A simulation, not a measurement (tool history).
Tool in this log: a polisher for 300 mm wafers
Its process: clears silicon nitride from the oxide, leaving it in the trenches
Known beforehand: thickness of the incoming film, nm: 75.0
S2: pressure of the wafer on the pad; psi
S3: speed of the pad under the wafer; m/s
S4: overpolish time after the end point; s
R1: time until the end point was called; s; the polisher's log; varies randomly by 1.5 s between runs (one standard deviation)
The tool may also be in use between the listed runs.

Run 1, hour 0.0: flow of slurry (ml/min) 150, S2 3.2 psi, S3 0.80 m/s, S4 26 s. Result: R1 109.260 s.
Run 2, hour 8.2: flow of slurry (ml/min) 150, S2 3.2 psi, S3 0.98 m/s, S4 26 s. Result: R1 95.417 s.
Run 3, hour 15.8: flow of slurry (ml/min) 150, S2 3.2 psi, S3 0.98 m/s, S4 28 s. Result: R1 96.177 s.
Run 4, hour 22.6: flow of slurry (ml/min) 150, S2 3.0 psi, S3 0.98 m/s, S4 28 s. Result: R1 100.130 s.
Run 5, hour 24.3: flow of slurry (ml/min) 150, S2 2.8 psi, S3 0.98 m/s, S4 28 s. Result: R1 108.170 s.
Run 6, hour 27.4: flow of slurry (ml/min) 150, S2 2.8 psi, S3 0.98 m/s, S4 26 s. Result: R1 106.910 s.
Run 7, hour 31.2: flow of slurry (ml/min) 150, S2 2.6 psi, S3 0.98 m/s, S4 26 s. Result: R1 116.950 s.
Run 8, hour 39.3: flow of slurry (ml/min) 150, S2 2.6 psi, S3 0.98 m/s, S4 26 s. Result: R1 115.160 s.

Estimate the outcome of run 9 from the log above:
Run 9, hour 47.6: flow of slurry (ml/min) 140, S2 2.0 psi, S3 0.98 m/s, S4 26 s. Result: R1 ?.

R1: 141.340 s
